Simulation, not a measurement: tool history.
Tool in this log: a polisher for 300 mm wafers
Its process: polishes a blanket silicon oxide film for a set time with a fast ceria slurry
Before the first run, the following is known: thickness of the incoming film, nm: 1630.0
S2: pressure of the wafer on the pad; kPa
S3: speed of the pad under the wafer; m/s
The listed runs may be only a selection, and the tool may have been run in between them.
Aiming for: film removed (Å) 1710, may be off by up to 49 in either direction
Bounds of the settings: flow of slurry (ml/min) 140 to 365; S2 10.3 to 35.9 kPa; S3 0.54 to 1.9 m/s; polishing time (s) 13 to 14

Run 1, hour 0: flow of slurry (ml/min) 235, S2 22.8 kPa, S3 1.22 m/s, polishing time (s) 14. Result: film removed (Å) 2734.7.
Run 2, hour 1.5: flow of slurry (ml/min) 235, S2 21.4 kPa, S3 1.22 m/s, polishing time (s) 14. Result: film removed (Å) 2602.
Run 3, hour 4.6: flow of slurry (ml/min) 235, S2 21.4 kPa, S3 1.22 m/s, polishing time (s) 14. Result: film removed (Å) 2569.
Run 4, hour 8.6: flow of slurry (ml/min) 235, S2 20.7 kPa, S3 1.22 m/s, polishing time (s) 14. Result: film removed (Å) 2505.4.
Run 5, hour 12.6: flow of slurry (ml/min) 235, S2 20 kPa, S3 1.22 m/s, polishing time (s) 14. Result: film removed (Å) 2425.7.
Run 6, hour 14.6: flow of slurry (ml/min) 235, S2 19.3 kPa, S3 1.22 m/s, polishing time (s) 14. Result: film removed (Å) 2344.7.
Run 7, hour 20.8: flow of slurry (ml/min) 235, S2 18.6 kPa, S3 1.22 m/s, polishing time (s) 14. Result: film removed (Å) 2289.9.
Run 8, hour 25.4: flow of slurry (ml/min) 235, S2 17.9 kPa, S3 1.22 m/s, polishing time (s) 14. Result: film removed (Å) 2199.6.
Run 9, hour 32.5: flow of slurry (ml/min) 235, S2 17.2 kPa, S3 1.22 m/s, polishing time (s) 14. Result: film removed (Å) 2144.5.
Run 10, hour 37.9: flow of slurry (ml/min) 235, S2 16.5 kPa, S3 1.22 m/s, polishing time (s) 14. Result: film removed (Å) 2069.1.
Run 11, hour 45.9: flow of slurry (ml/min) 225, S2 11.7 kPa, S3 1.22 m/s, polishing time (s) 14. Result: film removed (Å) 1553.6.
Run 12, hour 48.6: flow of slurry (ml/min) 230, S2 11.7 kPa, S3 1.22 m/s, polishing time (s) 14. Result: film removed (Å) 1561.8.
Run 13, hour 51.5: flow of slurry (ml/min) 230, S2 11.7 kPa, S3 1.22 m/s, polishing time (s) 14. Result: film removed (Å) 1550.9.
Run 14, hour 54.7: flow of slurry (ml/min) 235, S2 11.7 kPa, S3 1.22 m/s, polishing time (s) 14. Result: film removed (Å) 1557.8.
Run 15, hour 62.7: flow of slurry (ml/min) 240, S2 12.4 kPa, S3 1.22 m/s, polishing time (s) 14. Result: film removed (Å) 1608.2.

Which of these 4 next moves meets every target?
Run A, hour 70.7: flow of slurry (ml/min) 205, S2 12.4 kPa, S3 1.2 m/s, polishing time (s) 14. Result: film removed (Å) ?.
Run B, hour 70.7: flow of slurry (ml/min) 195, S2 12.4 kPa, S3 1.4 m/s, polishing time (s) 14. Result: film removed (Å) ?.
Run C, hour 70.7: flow of slurry (ml/min) 305, S2 13.1 kPa, S3 1.14 m/s, polishing time (s) 14. Result: film removed (Å) ?.
Run D, hour 70.7: flow of slurry (ml/min) 185, S2 13.1 kPa, S3 1.24 m/s, polishing time (s) 14. Result: film removed (Å) ?.

move  film removed (Å)
   A            1581.7
   B            1828.9
   C            1624.9
   D            1689.6
A: the biggest miss grows against the last run
B: moves the result that the last run missed by most past its target, out the other side
C: moves toward the targets from the last run without getting all of them in spec
D: every result lands within tolerance
So the answer is move D, the one that meets all the targets.
